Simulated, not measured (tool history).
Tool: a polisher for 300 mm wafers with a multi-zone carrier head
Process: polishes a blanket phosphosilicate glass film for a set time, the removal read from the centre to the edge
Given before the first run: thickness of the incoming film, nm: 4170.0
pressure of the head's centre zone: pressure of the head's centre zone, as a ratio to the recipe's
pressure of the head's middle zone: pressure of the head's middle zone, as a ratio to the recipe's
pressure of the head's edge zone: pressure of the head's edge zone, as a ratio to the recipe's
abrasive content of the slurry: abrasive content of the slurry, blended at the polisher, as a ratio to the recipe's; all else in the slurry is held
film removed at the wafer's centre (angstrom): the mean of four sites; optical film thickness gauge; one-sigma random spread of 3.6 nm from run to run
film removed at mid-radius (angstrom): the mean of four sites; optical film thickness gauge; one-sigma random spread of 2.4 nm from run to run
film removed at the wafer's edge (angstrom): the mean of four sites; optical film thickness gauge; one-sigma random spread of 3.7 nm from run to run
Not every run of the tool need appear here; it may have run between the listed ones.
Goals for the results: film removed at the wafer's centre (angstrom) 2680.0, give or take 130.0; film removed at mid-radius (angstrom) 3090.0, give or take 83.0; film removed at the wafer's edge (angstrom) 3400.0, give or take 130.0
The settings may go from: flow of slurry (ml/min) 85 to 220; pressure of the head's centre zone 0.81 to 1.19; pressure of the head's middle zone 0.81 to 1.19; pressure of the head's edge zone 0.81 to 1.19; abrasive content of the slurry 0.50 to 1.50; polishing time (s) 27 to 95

| run | hour | flow of slurry (ml/min) | pressure of the head's centre zone | pressure of the head's middle zone | pressure of the head's edge zone | abrasive content of the slurry | polishing time (s) | film removed at the wafer's centre (angstrom) | film removed at mid-radius (angstrom) | film removed at the wafer's edge (angstrom) |
|---|---|---|---|---|---|---|---|---|---|---|
| 1 | 0.0 | 140 | 1.00 | 1.00 | 1.00 | 1.00 | 61 | 5331.0 | 5416.1 | 5596.1 |
| 2 | 8.8 | 140 | 1.00 | 1.00 | 1.00 | 1.00 | 74 | 6331.0 | 6599.0 | 6555.5 |
| 3 | 17.2 | 125 | 0.94 | 0.98 | 0.97 | 0.85 | 65 | 4900.7 | 5265.1 | 5371.4 |
| 4 | 20.4 | 115 | 0.90 | 0.97 | 0.97 | 0.75 | 58 | 4006.2 | 4405.9 | 4552.5 |
| 5 | 25.3 | 105 | 0.87 | 0.96 | 0.98 | 0.65 | 54 | 3218.1 | 3774.9 | 3989.6 |
| 6 | 29.9 | 120 | 0.87 | 0.96 | 0.98 | 0.65 | 54 | 3471.4 | 3896.9 | 3991.9 |
| 7 | 38.4 | 110 | 0.85 | 0.94 | 0.98 | 0.60 | 53 | 3097.2 | 3533.2 | 3896.2 |
| 8 | 41.9 | 105 | 0.84 | 0.93 | 0.95 | 0.55 | 52 | 2886.7 | 3364.6 | 3587.2 |
| 9 | 44.6 | 100 | 0.84 | 0.91 | 0.94 | 0.55 | 52 | 2782.2 | 3206.8 | 3531.4 |
| 10 | 52.0 | 95 | 0.84 | 0.91 | 0.93 | 0.55 | 52 | 2933.3 | 3254.5 | 3495.7 |
| 11 | 60.2 | 95 | 0.83 | 0.91 | 0.93 | 0.55 | 52 | 2881.0 | 3195.5 | 3488.4 |

Which of these 5 next moves meets every target?
| A | 68.4 | 120 | 0.84 | 0.94 | 0.94 | 0.50 | 52 | ? | ? | ? |
| B | 68.4 | 105 | 0.84 | 0.93 | 0.82 | 0.60 | 50 | ? | ? | ? |
| C | 68.4 | 85 | 0.89 | 0.97 | 0.89 | 0.65 | 49 | ? | ? | ? |
| D | 68.4 | 120 | 0.81 | 0.88 | 0.94 | 0.50 | 50 | ? | ? | ? |
| E | 68.4 | 105 | 0.81 | 0.92 | 1.02 | 0.50 | 53 | ? | ? | ? |

| move | film removed at the wafer's centre (angstrom) | film removed at mid-radius (angstrom) | film removed at the wafer's edge (angstrom) |
|---|---|---|---|
| A | 2931.7 | 3378.7 | 3561.2 |
| B | 2895.3 | 3321.5 | 3350.4 |
| C | 2909.6 | 3285.8 | 3375.8 |
| D | 2716.2 | 3075.9 | 3427.0 |
| E | 2785.5 | 3285.1 | 3699.9 |
A: its largest miss is bigger than the last run's
B: its largest miss is bigger than the last run's
C: its largest miss is bigger than the last run's
D: hits every target within its allowed miss
E: the worst result of the last run now meets its target, but another is out of spec
The move that meets every target is D.
